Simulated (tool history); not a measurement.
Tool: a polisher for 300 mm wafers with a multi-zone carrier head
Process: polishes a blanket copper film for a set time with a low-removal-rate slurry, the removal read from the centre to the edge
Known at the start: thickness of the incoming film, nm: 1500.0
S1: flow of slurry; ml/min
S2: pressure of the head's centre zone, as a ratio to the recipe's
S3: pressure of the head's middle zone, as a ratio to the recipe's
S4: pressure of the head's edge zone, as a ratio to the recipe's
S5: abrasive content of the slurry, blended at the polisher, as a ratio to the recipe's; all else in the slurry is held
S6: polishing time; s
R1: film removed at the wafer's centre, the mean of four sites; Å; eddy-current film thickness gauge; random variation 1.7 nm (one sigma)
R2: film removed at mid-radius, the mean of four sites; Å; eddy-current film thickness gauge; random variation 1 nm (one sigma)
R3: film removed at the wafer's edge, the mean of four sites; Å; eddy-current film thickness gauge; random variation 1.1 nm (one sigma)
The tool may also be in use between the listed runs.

run	day	S1	S2	S3	S4	S5	S6	R1	R2	R3
1	0.000	210	1.00	1.00	1.00	1.00	85	1547.7	1579.4	1501.7
2	0.100	210	1.00	1.00	1.00	1.10	85	1601.4	1620.4	1559.2
3	0.446	210	1.03	1.00	1.00	1.10	85	1628.8	1644.2	1544.4
4	0.508	210	1.03	1.00	1.00	1.30	85	1727.9	1722.4	1642.1
5	0.675	205	1.02	0.97	1.00	1.20	84	1623.6	1621.6	1556.5
6	0.958	205	1.02	0.97	0.96	1.20	84	1571.1	1622.0	1542.5
7	1.075	200	1.02	0.94	0.98	1.10	84	1553.5	1534.0	1518.0
8	1.412	195	1.02	0.92	0.98	1.00	84	1528.0	1481.0	1448.6
9	1.567	190	1.01	0.90	1.01	0.95	84	1467.6	1444.0	1456.6
10	1.838	195	1.02	0.89	1.04	0.90	83	1444.3	1395.2	1465.8
11	2.092	195	1.02	0.89	1.04	0.90	83	1446.1	1375.2	1451.3
12	2.421	195	1.02	0.88	1.04	0.85	83	1431.0	1364.5	1439.8
13	2.625	195	1.03	0.87	1.05	0.80	83	1431.4	1342.4	1389.2
14	2.750	190	1.03	0.86	1.07	0.75	83	1412.2	1279.2	1387.6

What does the tool deliver on the next run?
15	3.083	185	1.03	0.85	1.07	0.75	83	?	?	?

R1: 1372.1 Å
R2: 1267.1 Å
R3: 1364.3 Å
